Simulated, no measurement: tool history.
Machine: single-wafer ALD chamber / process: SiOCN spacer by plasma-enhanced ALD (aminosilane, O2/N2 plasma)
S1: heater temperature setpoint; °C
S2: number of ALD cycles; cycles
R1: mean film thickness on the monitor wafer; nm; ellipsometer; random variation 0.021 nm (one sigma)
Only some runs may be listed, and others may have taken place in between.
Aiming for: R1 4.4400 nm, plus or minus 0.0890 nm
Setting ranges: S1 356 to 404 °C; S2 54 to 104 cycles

run	hour	S1	S2	R1
1	0.0	380	79	4.9330
2	3.7	380	77	4.7949
3	11.5	371	77	4.8183
4	16.1	367	77	4.8677
5	23.5	367	75	4.7333
6	32.5	367	67	4.1561
7	37.4	367	68	4.2687
8	44.5	367	69	4.3145

5 next moves are on the table. One of them brings every result within its allowed miss. Which?
A	51.6	359	69	?
B	51.6	375	71	?
C	51.6	372	74	?
D	51.6	376	74	?
E	51.6	375	67	?

move	R1
A	4.3068
B	4.4316
C	4.6189
D	4.6189
E	4.1820
A: its largest miss is bigger than the last run's
B: hits every target within its allowed miss
C: takes the biggest miss from the last run beyond its target
D: takes the biggest miss from the last run beyond its target
E: its largest miss is bigger than the last run's
Move B is the one to make.

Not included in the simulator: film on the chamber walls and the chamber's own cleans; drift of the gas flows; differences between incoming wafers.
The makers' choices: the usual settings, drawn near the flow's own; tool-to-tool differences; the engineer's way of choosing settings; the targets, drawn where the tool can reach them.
